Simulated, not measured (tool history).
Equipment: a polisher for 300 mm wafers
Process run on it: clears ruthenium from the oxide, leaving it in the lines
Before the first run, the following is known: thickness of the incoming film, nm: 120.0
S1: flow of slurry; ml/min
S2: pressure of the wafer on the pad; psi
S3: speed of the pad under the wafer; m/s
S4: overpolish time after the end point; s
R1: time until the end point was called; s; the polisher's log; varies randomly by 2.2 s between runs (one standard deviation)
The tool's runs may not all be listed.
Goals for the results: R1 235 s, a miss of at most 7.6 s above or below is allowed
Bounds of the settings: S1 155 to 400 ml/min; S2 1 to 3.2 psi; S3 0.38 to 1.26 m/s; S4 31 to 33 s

run    day   S1   S2    S3  S4      R1
  1      0  255  2.1  0.82  31  145.08
  2  0.225  255  1.8  0.82  31   158.8
  3  0.588  255  1.8     1  31   130.9
  4  0.946  255  1.8     1  31  130.48
  5    1.2  255    2     1  31  121.51
  6  1.467  255    2     1  31  121.85
  7  1.746  250  1.7  0.92  31  145.35
  8  1.942  250  1.7  0.92  31  143.82
  9  2.088  250  1.5  0.84  31  170.71
 10  2.204  250  1.4   0.8  31  184.86
 11  2.283  250  1.3  0.78  31  197.09
 12  2.342  250  1.2  0.76  31  207.01
 13  2.458  250  1.1  0.74  31  224.01

4 next moves are on the table. One of them brings every result within its allowed miss. Which?
  A  2.575  325  1.1  0.76  33   ?
  B  2.575  240  1.5   0.7  33   ?
  C  2.575  330  1.1  0.68  33   ?
  D  2.575  225    1  0.82  33   ?

move      R1
   A  214.27
   B  205.14
   C   238.3
   D     214
A: the biggest miss grows against the last run
B: the biggest miss grows against the last run
C: each result inside its tolerance
D: the biggest miss grows against the last run
Correct choice: C, which meets every target
